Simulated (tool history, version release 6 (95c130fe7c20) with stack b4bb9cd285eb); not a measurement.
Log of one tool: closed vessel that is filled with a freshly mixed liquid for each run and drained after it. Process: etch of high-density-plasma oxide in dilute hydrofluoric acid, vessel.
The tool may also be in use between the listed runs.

run    day  temperature setpoint of the liquid (°C)  parts of water to one part of 49 % hydrofluoric acid (parts by volume)  time in the liquid (s)  thickness taken off the high-density-plasma oxide on a monitor wafer (Å)
  1      0                                       24                                                                      95                     420                                                                    246.51
  2  0.129                                     25.5                                                                      95                     420                                                                    259.83
  3  0.217                                     25.5                                                                      95                     325                                                                    203.05
  4  0.558                                     25.5                                                                      80                     335                                                                    249.69
  5    0.8                                     26.5                                                                      70                     350                                                                    317.91
  6  1.092                                     27.5                                                                      65                     350                                                                    360.45
  7  1.254                                       28                                                                      60                     350                                                                    396.01
  8  1.554                                     28.5                                                                      60                     350                                                                    407.33
  9  1.829                                       29                                                                      60                     350                                                                    415.83

Run 10 comes next. What will it give?
 10  1.917                                       29                                                                      60                     350                                                                         ?

{"run 10": {"thickness taken off the high-density-plasma oxide on a monitor wafer (Å)": 410.31}}
